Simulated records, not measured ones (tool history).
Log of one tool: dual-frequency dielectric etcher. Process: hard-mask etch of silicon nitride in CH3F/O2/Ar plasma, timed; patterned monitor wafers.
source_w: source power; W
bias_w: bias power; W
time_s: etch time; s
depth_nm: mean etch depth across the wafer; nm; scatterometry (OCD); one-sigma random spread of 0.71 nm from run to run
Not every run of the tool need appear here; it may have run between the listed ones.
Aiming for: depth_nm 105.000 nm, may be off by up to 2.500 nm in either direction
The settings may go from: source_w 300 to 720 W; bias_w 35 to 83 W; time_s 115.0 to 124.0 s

run 1 hour=0.0 | source_w=510 bias_w=59 time_s=124.0 | depth_nm=90.902
run 2 hour=4.9 | source_w=510 bias_w=53 time_s=124.0 | depth_nm=86.246
run 3 hour=13.0 | source_w=510 bias_w=58 time_s=124.0 | depth_nm=91.273
run 4 hour=16.4 | source_w=510 bias_w=53 time_s=124.0 | depth_nm=87.638
run 5 hour=20.3 | source_w=570 bias_w=56 time_s=124.0 | depth_nm=93.994
run 6 hour=21.6 | source_w=610 bias_w=57 time_s=124.0 | depth_nm=97.245
run 7 hour=27.2 | source_w=640 bias_w=58 time_s=124.0 | depth_nm=99.075
run 8 hour=28.0 | source_w=660 bias_w=59 time_s=124.0 | depth_nm=99.736

Exercise: of the 5 proposed moves below, exactly one satisfies all targets within the stated allowed misses. Which move is it?
run A hour=28.8 | source_w=720 bias_w=51 time_s=115.0 | depth_nm=?
run B hour=28.8 | source_w=700 bias_w=47 time_s=120.5 | depth_nm=?
run C hour=28.8 | source_w=650 bias_w=47 time_s=121.0 | depth_nm=?
run D hour=28.8 | source_w=660 bias_w=56 time_s=116.5 | depth_nm=?
run E hour=28.8 | source_w=720 bias_w=64 time_s=120.5 | depth_nm=?

move=A depth_nm=92.122
move=B depth_nm=93.127
move=C depth_nm=90.527
move=D depth_nm=92.415
move=E depth_nm=103.400
A: lands further from the targets than the last run did
B: lands further from the targets than the last run did
C: lands further from the targets than the last run did
D: lands further from the targets than the last run did
E: in spec on every target
The right move is E.
